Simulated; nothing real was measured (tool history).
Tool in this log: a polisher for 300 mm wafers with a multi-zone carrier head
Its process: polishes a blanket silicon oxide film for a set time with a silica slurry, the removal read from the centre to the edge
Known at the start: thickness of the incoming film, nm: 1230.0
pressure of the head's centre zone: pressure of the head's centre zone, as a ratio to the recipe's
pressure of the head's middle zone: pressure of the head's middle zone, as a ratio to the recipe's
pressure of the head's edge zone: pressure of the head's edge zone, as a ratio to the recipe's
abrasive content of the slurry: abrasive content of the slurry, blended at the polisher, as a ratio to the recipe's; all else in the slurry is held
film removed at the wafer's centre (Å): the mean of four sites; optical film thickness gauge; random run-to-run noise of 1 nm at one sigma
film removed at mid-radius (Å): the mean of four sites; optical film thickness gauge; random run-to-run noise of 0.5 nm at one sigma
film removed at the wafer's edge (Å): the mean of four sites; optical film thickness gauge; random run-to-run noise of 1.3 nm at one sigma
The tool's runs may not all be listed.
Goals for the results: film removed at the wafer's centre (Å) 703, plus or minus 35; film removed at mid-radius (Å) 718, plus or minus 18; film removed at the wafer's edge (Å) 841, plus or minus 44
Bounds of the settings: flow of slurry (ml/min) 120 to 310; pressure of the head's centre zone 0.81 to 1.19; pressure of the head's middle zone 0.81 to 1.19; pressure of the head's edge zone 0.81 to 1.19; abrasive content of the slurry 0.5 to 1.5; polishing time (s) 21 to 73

run	hour	flow of slurry (ml/min)	pressure of the head's centre zone	pressure of the head's middle zone	pressure of the head's edge zone	abrasive content of the slurry	polishing time (s)	film removed at the wafer's centre (Å)	film removed at mid-radius (Å)	film removed at the wafer's edge (Å)
1	0	200	1	1	1	1	47	1448	1414.6	1433.6
2	1	185	0.95	0.95	0.99	0.85	43	1110	1105.4	1102.3
3	4.7	170	0.91	0.9	1.06	0.75	42	916.46	897.79	1019.9
4	9.1	170	0.94	0.9	1.06	0.75	42	924.09	901.15	1015.2
5	10.4	170	1.02	0.9	1.06	0.75	42	1005.2	898.47	979.2
6	14.1	170	1.08	0.9	1.06	0.75	42	1077.1	894.85	976.11
7	17.9	170	1.08	0.9	1.06	0.75	42	1079.6	894.52	989.73
8	24.6	160	1.01	0.88	1.07	0.7	42	914.76	817.16	925.96
9	26	150	0.97	0.87	1.06	0.7	42	875.4	791.67	913.09
10	34.1	135	0.87	0.88	1.05	0.55	42	546.02	555.06	617.63
11	36.5	160	0.87	0.88	1.07	0.55	42	563.39	568.96	654.95
12	37.3	195	0.89	0.91	1.11	0.55	42	588.24	612.68	691.22
13	41.2	220	0.91	0.91	1.14	0.55	42	609.5	609.51	694.35

Consider the 5 candidate settings below. Which is the only one whose results all fall within their allowed miss of target?
A	45.1	255	1.07	0.97	0.95	0.5	53	?	?	?
B	45.1	220	0.87	0.92	1.06	0.6	44	?	?	?
C	45.1	270	1	1.1	1.02	0.5	54	?	?	?
D	45.1	185	0.89	0.91	1.19	0.75	33	?	?	?
E	45.1	210	1.03	0.93	1.14	0.5	40	?	?	?

move	film removed at the wafer's centre (Å)	film removed at mid-radius (Å)	film removed at the wafer's edge (Å)
A	777.12	689.68	680.07
B	721.91	757.51	826.63
C	745.28	786.76	718.95
D	713.48	726.92	854.69
E	550.05	491.09	552.29
A: closer than the last run, but not yet in spec
B: the result that was furthest off in the last run now lies on the other side of its target
C: the result that was furthest off in the last run now lies on the other side of its target
D: every result lands within tolerance
E: the biggest miss grows against the last run
Answer: D
